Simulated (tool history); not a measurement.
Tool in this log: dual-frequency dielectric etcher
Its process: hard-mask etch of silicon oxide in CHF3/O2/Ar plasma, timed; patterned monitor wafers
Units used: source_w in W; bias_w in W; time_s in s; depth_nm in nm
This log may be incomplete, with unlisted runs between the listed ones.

{"run": 1, "hour": 0.0, "source_w": 890, "bias_w": 140, "time_s": 15.5, "depth_nm": 31.433}
{"run": 2, "hour": 6.0, "source_w": 890, "bias_w": 128, "time_s": 15.5, "depth_nm": 30.601}
{"run": 3, "hour": 11.9, "source_w": 840, "bias_w": 127, "time_s": 15.5, "depth_nm": 29.563}
{"run": 4, "hour": 13.5, "source_w": 820, "bias_w": 127, "time_s": 15.5, "depth_nm": 29.377}
{"run": 5, "hour": 22.2, "source_w": 820, "bias_w": 106, "time_s": 15.5, "depth_nm": 27.68}
{"run": 6, "hour": 27.0, "source_w": 710, "bias_w": 106, "time_s": 15.5, "depth_nm": 26.218}

Expected results for the next run?
{"run": 7, "hour": 33.4, "source_w": 760, "bias_w": 107, "time_s": 15.5, "depth_nm": "?"}

{"run 7": {"depth_nm": 27.042}}
